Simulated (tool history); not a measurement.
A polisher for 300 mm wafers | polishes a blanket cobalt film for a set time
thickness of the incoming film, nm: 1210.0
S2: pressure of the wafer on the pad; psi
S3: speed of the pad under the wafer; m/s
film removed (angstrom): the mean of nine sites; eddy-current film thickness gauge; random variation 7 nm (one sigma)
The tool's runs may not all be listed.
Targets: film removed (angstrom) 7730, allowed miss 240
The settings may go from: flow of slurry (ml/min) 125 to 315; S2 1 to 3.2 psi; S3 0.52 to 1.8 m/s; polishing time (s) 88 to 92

run 1 hour=0 | flow_of_slurry_(ml/min)=205 S2=2.1 S3=1.16 polishing_time_(s)=88 | film_removed_(angstrom)=5863.4
run 2 hour=1.6 | flow_of_slurry_(ml/min)=205 S2=2.1 S3=1.16 polishing_time_(s)=88 | film_removed_(angstrom)=5880.5
run 3 hour=8.8 | flow_of_slurry_(ml/min)=210 S2=2.3 S3=1.16 polishing_time_(s)=88 | film_removed_(angstrom)=6268.1
run 4 hour=17.2 | flow_of_slurry_(ml/min)=210 S2=2.5 S3=1.16 polishing_time_(s)=88 | film_removed_(angstrom)=6677.5
run 5 hour=19.5 | flow_of_slurry_(ml/min)=160 S2=2.5 S3=1.16 polishing_time_(s)=88 | film_removed_(angstrom)=6267.1
run 6 hour=23.7 | flow_of_slurry_(ml/min)=160 S2=2.5 S3=0.96 polishing_time_(s)=88 | film_removed_(angstrom)=5797.7
run 7 hour=29.7 | flow_of_slurry_(ml/min)=180 S2=2.7 S3=0.96 polishing_time_(s)=88 | film_removed_(angstrom)=6288.7
run 8 hour=36 | flow_of_slurry_(ml/min)=200 S2=2.8 S3=0.96 polishing_time_(s)=88 | film_removed_(angstrom)=6416.7
run 9 hour=44.5 | flow_of_slurry_(ml/min)=200 S2=2.9 S3=0.98 polishing_time_(s)=88 | film_removed_(angstrom)=6690
run 10 hour=50.5 | flow_of_slurry_(ml/min)=200 S2=3 S3=1 polishing_time_(s)=88 | film_removed_(angstrom)=6939.1
run 11 hour=53.2 | flow_of_slurry_(ml/min)=200 S2=3.1 S3=1.02 polishing_time_(s)=88 | film_removed_(angstrom)=7288.1
run 12 hour=60.3 | flow_of_slurry_(ml/min)=200 S2=3.1 S3=1.04 polishing_time_(s)=88 | film_removed_(angstrom)=7325.2
run 13 hour=65.7 | flow_of_slurry_(ml/min)=200 S2=3.1 S3=1.06 polishing_time_(s)=88 | film_removed_(angstrom)=7482.8

5 next moves are on the table. One of them brings every result within its allowed miss. Which?
run A hour=71.1 | flow_of_slurry_(ml/min)=215 S2=3.2 S3=0.9 polishing_time_(s)=90 | film_removed_(angstrom)=?
run B hour=71.1 | flow_of_slurry_(ml/min)=175 S2=3 S3=1.06 polishing_time_(s)=89 | film_removed_(angstrom)=?
run C hour=71.1 | flow_of_slurry_(ml/min)=150 S2=2.9 S3=1.1 polishing_time_(s)=91 | film_removed_(angstrom)=?
run D hour=71.1 | flow_of_slurry_(ml/min)=230 S2=3.1 S3=1.02 polishing_time_(s)=92 | film_removed_(angstrom)=?
run E hour=71.1 | flow_of_slurry_(ml/min)=195 S2=3 S3=1.08 polishing_time_(s)=88 | film_removed_(angstrom)=?

move=A film_removed_(angstrom)=7197.9
move=B film_removed_(angstrom)=7186.2
move=C film_removed_(angstrom)=7114.1
move=D film_removed_(angstrom)=7750.5
move=E film_removed_(angstrom)=7301.7
A: further off than the last run
B: further off than the last run
C: further off than the last run
D: meets every target
E: further off than the last run
The right move is D.
